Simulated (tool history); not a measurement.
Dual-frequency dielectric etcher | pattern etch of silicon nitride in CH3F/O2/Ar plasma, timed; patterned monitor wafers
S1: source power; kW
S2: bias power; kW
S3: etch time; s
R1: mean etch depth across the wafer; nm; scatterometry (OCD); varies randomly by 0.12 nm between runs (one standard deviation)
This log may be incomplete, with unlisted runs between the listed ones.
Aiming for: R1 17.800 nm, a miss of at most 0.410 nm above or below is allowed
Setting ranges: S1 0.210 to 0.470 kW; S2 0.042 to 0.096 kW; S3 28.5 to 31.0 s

run 1 hour=0.0 | S1=0.340 S2=0.069 S3=31.0 | R1=20.795
run 2 hour=3.9 | S1=0.340 S2=0.074 S3=31.0 | R1=21.453
run 3 hour=6.6 | S1=0.340 S2=0.070 S3=31.0 | R1=21.098
run 4 hour=15.1 | S1=0.390 S2=0.070 S3=31.0 | R1=21.783
run 5 hour=22.6 | S1=0.370 S2=0.065 S3=30.5 | R1=20.935
run 6 hour=23.9 | S1=0.350 S2=0.062 S3=30.0 | R1=19.782
run 7 hour=31.5 | S1=0.330 S2=0.061 S3=30.0 | R1=19.694
run 8 hour=40.0 | S1=0.290 S2=0.047 S3=28.5 | R1=16.585
run 9 hour=42.0 | S1=0.300 S2=0.048 S3=28.5 | R1=17.152

4 candidate next runs follow, results not yet known. Just one meets every target within its allowed miss. Identify it.
run A hour=44.0 | S1=0.270 S2=0.043 S3=29.5 | R1=?
run B hour=44.0 | S1=0.280 S2=0.044 S3=28.5 | R1=?
run C hour=44.0 | S1=0.320 S2=0.045 S3=28.5 | R1=?
run D hour=44.0 | S1=0.270 S2=0.045 S3=31.0 | R1=?

move=A R1=16.700
move=B R1=16.389
move=C R1=17.148
move=D R1=17.722
A: misses by more than the last run did
B: misses by more than the last run did
C: about as far from the targets as the last run
D: meets every target
Go with D: it meets all targets.

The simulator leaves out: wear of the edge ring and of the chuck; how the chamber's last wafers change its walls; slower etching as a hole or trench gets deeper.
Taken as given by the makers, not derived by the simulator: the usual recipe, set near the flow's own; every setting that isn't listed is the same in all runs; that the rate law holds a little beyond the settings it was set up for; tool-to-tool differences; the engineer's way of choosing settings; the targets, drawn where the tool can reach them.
